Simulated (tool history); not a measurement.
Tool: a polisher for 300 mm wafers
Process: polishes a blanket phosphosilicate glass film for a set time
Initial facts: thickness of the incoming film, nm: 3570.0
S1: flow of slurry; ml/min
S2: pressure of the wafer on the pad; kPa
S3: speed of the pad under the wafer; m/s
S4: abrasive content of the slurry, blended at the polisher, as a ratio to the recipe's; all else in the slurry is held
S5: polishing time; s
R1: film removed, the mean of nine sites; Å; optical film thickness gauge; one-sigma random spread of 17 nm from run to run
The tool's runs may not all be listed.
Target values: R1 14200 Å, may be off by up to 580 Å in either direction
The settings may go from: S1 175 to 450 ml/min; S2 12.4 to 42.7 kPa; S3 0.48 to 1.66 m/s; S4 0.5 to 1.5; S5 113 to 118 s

run	day	S1	S2	S3	S4	S5	R1
1	0	290	27.6	1.06	1	113	10521
2	0.333	290	28.3	1.06	1	113	10982
3	0.396	290	28.3	1.06	1	118	11237
4	0.592	290	24.8	1.06	1	118	10198
5	0.733	290	24.8	1.06	1.2	118	10670
6	0.988	290	24.8	1.22	1.2	118	12105
7	1.35	290	25.5	1.22	1.2	118	12565
8	1.633	290	26.2	1.22	1.2	118	12553
9	1.796	290	26.2	1.22	1.2	118	12815
10	1.825	290	27.6	1.22	1.2	118	13069

Exactly one of the 4 candidate moves below puts every result within its allowed miss. Which one?
A	1.854	350	24.8	1.26	1.4	113	?
B	1.854	265	24.8	1.28	1.2	113	?
C	1.854	290	29.6	1.2	1.2	118	?
D	1.854	295	24.8	1.16	1.35	113	?

move	R1
A	12793
B	11952
C	14078
D	11645
A: moves away from the targets compared with the last run
B: moves away from the targets compared with the last run
C: all results land within tolerance of their targets
D: moves away from the targets compared with the last run
C meets every target.
